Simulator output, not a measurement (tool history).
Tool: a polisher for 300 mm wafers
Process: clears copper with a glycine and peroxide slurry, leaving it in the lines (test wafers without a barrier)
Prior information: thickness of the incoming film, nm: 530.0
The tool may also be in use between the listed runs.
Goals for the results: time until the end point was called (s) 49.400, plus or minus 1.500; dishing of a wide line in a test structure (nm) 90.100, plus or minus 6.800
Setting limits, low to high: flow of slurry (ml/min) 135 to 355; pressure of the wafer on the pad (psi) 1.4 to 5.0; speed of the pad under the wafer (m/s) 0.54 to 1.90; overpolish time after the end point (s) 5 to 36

run,hour,flow of slurry (ml/min),pressure of the wafer on the pad (psi),speed of the pad under the wafer (m/s),overpolish time after the end point (s),time until the end point was called (s),dishing of a wide line in a test structure (nm)
1,0.0,225,3.2,1.22,18,64.059,77.491
2,1.8,225,3.2,1.22,22,63.747,82.475
3,8.9,225,3.2,1.38,22,56.343,86.442
4,11.0,245,3.2,1.38,22,57.268,87.948
5,17.3,245,3.2,1.22,22,62.889,85.546
6,21.5,245,3.2,1.22,14,62.169,64.337
7,30.3,250,3.5,1.22,16,58.323,76.458
8,37.3,250,3.7,1.22,16,55.268,75.530
9,41.2,250,3.8,1.22,17,54.849,80.143
10,45.3,250,3.9,1.22,17,52.235,79.906
11,46.9,250,4.0,1.22,18,51.571,86.503

Exactly one of the 5 candidate moves below puts every result within its allowed miss. Which one?
A,48.5,270,3.5,1.44,13,?,?
B,48.5,250,4.2,1.24,19,?,?
C,48.5,225,4.0,1.20,20,?,?
D,48.5,235,3.6,1.26,22,?,?
E,48.5,240,3.8,1.28,20,?,?

move,time until the end point was called (s),dishing of a wide line in a test structure (nm)
A,49.874,72.171
B,48.844,88.204
C,53.223,86.974
D,55.655,88.004
E,52.174,87.130
A: brings the result that was furthest off to its target, and leaves another outside
B: every result within its allowed miss
C: lands further from the targets than the last run did
D: lands further from the targets than the last run did
E: lands further from the targets than the last run did
B is the move that brings every result within its allowed miss.

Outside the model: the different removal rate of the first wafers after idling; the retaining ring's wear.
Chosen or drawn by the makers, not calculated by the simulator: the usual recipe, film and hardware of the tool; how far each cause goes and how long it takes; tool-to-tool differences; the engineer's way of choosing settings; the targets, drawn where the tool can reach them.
